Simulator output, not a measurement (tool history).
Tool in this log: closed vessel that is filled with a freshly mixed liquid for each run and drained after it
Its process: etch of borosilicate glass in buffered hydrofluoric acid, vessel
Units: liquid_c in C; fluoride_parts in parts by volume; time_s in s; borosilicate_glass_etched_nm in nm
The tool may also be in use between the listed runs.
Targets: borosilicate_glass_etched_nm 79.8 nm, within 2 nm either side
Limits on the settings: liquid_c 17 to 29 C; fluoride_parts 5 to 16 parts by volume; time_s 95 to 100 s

run 1 hour=0 | liquid_c=21 fluoride_parts=9.5 time_s=95 | borosilicate_glass_etched_nm=107.45
run 2 hour=5.2 | liquid_c=23 fluoride_parts=9.5 time_s=95 | borosilicate_glass_etched_nm=120.33
run 3 hour=10.4 | liquid_c=23 fluoride_parts=7 time_s=95 | borosilicate_glass_etched_nm=164.49
run 4 hour=14.6 | liquid_c=21.5 fluoride_parts=8 time_s=95 | borosilicate_glass_etched_nm=130.29
run 5 hour=23.1 | liquid_c=20.5 fluoride_parts=8.5 time_s=95 | borosilicate_glass_etched_nm=116.6
run 6 hour=27.3 | liquid_c=20.5 fluoride_parts=8.5 time_s=100 | borosilicate_glass_etched_nm=122.26
run 7 hour=30.1 | liquid_c=19.5 fluoride_parts=9 time_s=100 | borosilicate_glass_etched_nm=108.99
run 8 hour=34.9 | liquid_c=19 fluoride_parts=9.5 time_s=100 | borosilicate_glass_etched_nm=101.71
run 9 hour=42.9 | liquid_c=18.5 fluoride_parts=10 time_s=100 | borosilicate_glass_etched_nm=96.065
run 10 hour=46 | liquid_c=17 fluoride_parts=11.5 time_s=100 | borosilicate_glass_etched_nm=77.007

Which of these 4 next moves meets every target?
run A hour=49.1 | liquid_c=18.5 fluoride_parts=12.5 time_s=95 | borosilicate_glass_etched_nm=?
run B hour=49.1 | liquid_c=18 fluoride_parts=10.5 time_s=95 | borosilicate_glass_etched_nm=?
run C hour=49.1 | liquid_c=17 fluoride_parts=12 time_s=100 | borosilicate_glass_etched_nm=?
run D hour=49.1 | liquid_c=19 fluoride_parts=12.5 time_s=100 | borosilicate_glass_etched_nm=?

move=A borosilicate_glass_etched_nm=73.19
move=B borosilicate_glass_etched_nm=84.605
move=C borosilicate_glass_etched_nm=73.805
move=D borosilicate_glass_etched_nm=79.201
A: further off than the last run
B: takes the result that was furthest off past its target
C: further off than the last run
D: hits every target within its allowed miss
D is the move that brings every result within its allowed miss.

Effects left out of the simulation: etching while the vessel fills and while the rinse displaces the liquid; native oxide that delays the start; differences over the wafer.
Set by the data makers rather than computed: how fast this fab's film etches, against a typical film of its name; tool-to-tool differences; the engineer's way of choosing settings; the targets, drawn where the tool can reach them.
